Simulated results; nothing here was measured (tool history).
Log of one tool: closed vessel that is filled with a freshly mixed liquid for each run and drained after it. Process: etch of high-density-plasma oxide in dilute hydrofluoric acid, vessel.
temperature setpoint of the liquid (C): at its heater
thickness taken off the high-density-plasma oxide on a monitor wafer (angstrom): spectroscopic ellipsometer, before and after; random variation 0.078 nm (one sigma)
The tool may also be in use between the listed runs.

| run | day | temperature setpoint of the liquid (C) | parts of water to one part of 49 % hydrofluoric acid (parts by volume) | time in the liquid (s) | thickness taken off the high-density-plasma oxide on a monitor wafer (angstrom) |
|---|---|---|---|---|---|
| 1 | 0.000 | 22.0 | 200 | 695 | 209.33 |
| 2 | 0.217 | 21.5 | 205 | 695 | 196.08 |
| 3 | 0.521 | 21.0 | 205 | 695 | 194.91 |
| 4 | 0.550 | 21.0 | 205 | 745 | 208.50 |
| 5 | 0.862 | 20.5 | 210 | 745 | 199.20 |
| 6 | 1.021 | 20.0 | 215 | 745 | 190.05 |
| 7 | 1.171 | 19.5 | 215 | 745 | 185.61 |

Run 8 comes next. What will it give?
| 8 | 1.529 | 19.0 | 215 | 745 | ? |

Run 8 gave thickness taken off the high-density-plasma oxide on a monitor wafer (angstrom) 183.72.
